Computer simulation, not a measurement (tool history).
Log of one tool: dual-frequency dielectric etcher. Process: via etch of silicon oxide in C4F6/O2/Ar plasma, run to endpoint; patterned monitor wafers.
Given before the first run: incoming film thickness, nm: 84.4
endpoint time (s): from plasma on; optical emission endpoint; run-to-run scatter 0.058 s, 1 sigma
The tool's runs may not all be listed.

| run | day | bias power (W) | source power (W) | Ar flow (sccm) | endpoint time (s) |
|---|---|---|---|---|---|
| 1 | 0.000 | 480 | 370 | 352 | 18.201 |
| 2 | 0.171 | 499 | 370 | 351 | 18.005 |
| 3 | 0.362 | 499 | 350 | 351 | 18.357 |
| 4 | 0.488 | 574 | 350 | 351 | 17.594 |
| 5 | 0.758 | 584 | 360 | 349 | 17.418 |
| 6 | 0.938 | 546 | 360 | 349 | 17.725 |
| 7 | 1.233 | 558 | 370 | 347 | 17.326 |
| 8 | 1.500 | 569 | 380 | 346 | 17.201 |
| 9 | 1.675 | 579 | 390 | 344 | 16.881 |

For run 10, what comes out?
| 10 | 1.700 | 588 | 400 | 343 | ? |

Run 10 yielded endpoint time (s) 16.639.
